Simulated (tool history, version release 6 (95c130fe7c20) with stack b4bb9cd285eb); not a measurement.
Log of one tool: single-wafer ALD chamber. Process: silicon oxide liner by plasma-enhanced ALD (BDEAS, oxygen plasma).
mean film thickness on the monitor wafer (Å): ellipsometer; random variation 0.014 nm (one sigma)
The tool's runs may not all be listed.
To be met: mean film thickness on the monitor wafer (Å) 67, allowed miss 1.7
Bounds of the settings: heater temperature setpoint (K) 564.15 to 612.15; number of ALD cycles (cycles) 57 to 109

run  hour  heater temperature setpoint (K)  number of ALD cycles (cycles)  mean film thickness on the monitor wafer (Å)
  1     0                           588.15                             83                                        78.146
  2   6.3                           598.15                             83                                         76.75
  3   7.3                           598.15                             76                                        70.598
  4  15.2                           607.15                             76                                        69.323
  5  19.1                           607.15                             81                                        74.117
  6  22.4                           607.15                             80                                        72.935
  7  23.3                           607.15                             79                                        72.208
  8  26.2                           607.15                             78                                        71.119
  9  28.4                           607.15                             78                                        71.493
 10  32.4                           607.15                             77                                        69.969
 11  38.8                           607.15                             76                                        69.558

4 next moves are on the table. One of them brings every result within its allowed miss. Which?
  A  45.2                           599.15                             76                                             ?
  B  45.2                           611.15                             79                                             ?
  C  45.2                           611.15                             78                                             ?
  D  45.2                           612.15                             74                                             ?

move  mean film thickness on the monitor wafer (Å)
   A                                        70.427
   B                                        71.751
   C                                        70.843
   D                                        67.097
A: further off than the last run
B: further off than the last run
C: further off than the last run
D: meets every target
The right move is D.
